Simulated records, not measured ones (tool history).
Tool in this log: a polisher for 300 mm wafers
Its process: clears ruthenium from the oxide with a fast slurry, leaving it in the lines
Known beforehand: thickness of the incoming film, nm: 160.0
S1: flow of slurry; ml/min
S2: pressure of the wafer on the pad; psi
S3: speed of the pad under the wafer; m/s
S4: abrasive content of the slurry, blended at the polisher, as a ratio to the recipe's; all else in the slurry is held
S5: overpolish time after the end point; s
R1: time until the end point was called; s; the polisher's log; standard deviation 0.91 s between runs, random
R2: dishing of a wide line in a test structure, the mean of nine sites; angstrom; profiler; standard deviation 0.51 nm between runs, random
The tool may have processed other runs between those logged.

| run | day | S1 | S2 | S3 | S4 | S5 | R1 | R2 |
|---|---|---|---|---|---|---|---|---|
| 1 | 0 | 165 | 2.4 | 0.98 | 1 | 18 | 37.081 | 601.8 |
| 2 | 0.158 | 165 | 2.1 | 0.96 | 1 | 14 | 43.536 | 417.34 |
| 3 | 0.467 | 165 | 2.1 | 1.12 | 1 | 14 | 38.421 | 485.08 |
| 4 | 0.833 | 165 | 1.9 | 1.12 | 1 | 14 | 41.078 | 442.3 |
| 5 | 1.192 | 165 | 1.9 | 1.24 | 1 | 14 | 36.975 | 482.65 |
| 6 | 1.492 | 165 | 1.9 | 1.24 | 1 | 7 | 38.236 | 258.85 |

Run 7 is up next; what results do you expect?
| 7 | 1.612 | 165 | 1.6 | 1.22 | 1 | 8 | ? | ? |

{"run 7": {"R1": 44.891, "R2": 244.18}}
